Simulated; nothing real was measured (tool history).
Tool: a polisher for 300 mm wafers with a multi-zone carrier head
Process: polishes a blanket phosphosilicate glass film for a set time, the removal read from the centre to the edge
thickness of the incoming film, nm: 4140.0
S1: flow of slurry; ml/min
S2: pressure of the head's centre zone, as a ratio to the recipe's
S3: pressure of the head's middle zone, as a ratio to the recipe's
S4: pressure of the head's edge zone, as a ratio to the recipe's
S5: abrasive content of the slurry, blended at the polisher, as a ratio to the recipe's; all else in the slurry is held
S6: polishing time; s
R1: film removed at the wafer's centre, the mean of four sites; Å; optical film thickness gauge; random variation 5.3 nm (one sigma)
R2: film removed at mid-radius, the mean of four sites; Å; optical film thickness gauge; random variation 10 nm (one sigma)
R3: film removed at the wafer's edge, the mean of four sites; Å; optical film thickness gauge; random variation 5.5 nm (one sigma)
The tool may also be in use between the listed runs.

run,hour,S1,S2,S3,S4,S5,S6,R1,R2,R3
1,0,300,1,1,1,1,76,6605.3,6634.5,6746.2
2,7.8,300,1,0.92,1,1,76,6542.8,6311.6,6667.2
3,13.3,300,1,0.85,1,1,76,6504.1,5932.7,6727.1
4,17.9,300,1,0.85,1,1.15,76,7029.6,6160.2,7228.9
5,19.5,255,1,0.85,1,1.15,76,6915.3,6170.1,7178.9
6,23.5,255,1.01,0.87,1,1.15,76,6982.3,6113,7177.5

The next listed run, before its measurement:
7,25.4,265,1.02,0.88,1,1.15,76,?,?,?

{"run 7": {"R1": 7129.6, "R2": 6472, "R3": 7081}}

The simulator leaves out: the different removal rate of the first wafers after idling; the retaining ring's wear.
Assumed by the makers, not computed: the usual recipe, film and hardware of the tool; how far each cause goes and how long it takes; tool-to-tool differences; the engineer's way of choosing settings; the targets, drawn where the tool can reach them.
